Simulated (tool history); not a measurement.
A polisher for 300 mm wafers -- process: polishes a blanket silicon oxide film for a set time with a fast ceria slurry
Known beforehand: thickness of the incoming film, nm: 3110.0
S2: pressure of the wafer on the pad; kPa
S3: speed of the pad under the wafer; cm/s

{"run": 1, "hour": 0.0, "flow of slurry (ml/min)": 160, "S2": 22.1, "S3": 90, "polishing time (s)": 92, "film removed (angstrom)": 16353}
{"run": 2, "hour": 2.2, "flow of slurry (ml/min)": 180, "S2": 22.1, "S3": 90, "polishing time (s)": 92, "film removed (angstrom)": 16919}
{"run": 3, "hour": 6.9, "flow of slurry (ml/min)": 170, "S2": 22.1, "S3": 90, "polishing time (s)": 92, "film removed (angstrom)": 16686}
{"run": 4, "hour": 9.6, "flow of slurry (ml/min)": 170, "S2": 22.1, "S3": 74, "polishing time (s)": 92, "film removed (angstrom)": 13926}
{"run": 5, "hour": 13.8, "flow of slurry (ml/min)": 170, "S2": 22.1, "S3": 66, "polishing time (s)": 92, "film removed (angstrom)": 12331}
{"run": 6, "hour": 22.8, "flow of slurry (ml/min)": 180, "S2": 22.8, "S3": 66, "polishing time (s)": 92, "film removed (angstrom)": 12840}

Run 7 comes next. What will it give?
{"run": 7, "hour": 29.9, "flow of slurry (ml/min)": 185, "S2": 23.4, "S3": 66, "polishing time (s)": 92, "film removed (angstrom)": "?"}

film removed (angstrom): 13340

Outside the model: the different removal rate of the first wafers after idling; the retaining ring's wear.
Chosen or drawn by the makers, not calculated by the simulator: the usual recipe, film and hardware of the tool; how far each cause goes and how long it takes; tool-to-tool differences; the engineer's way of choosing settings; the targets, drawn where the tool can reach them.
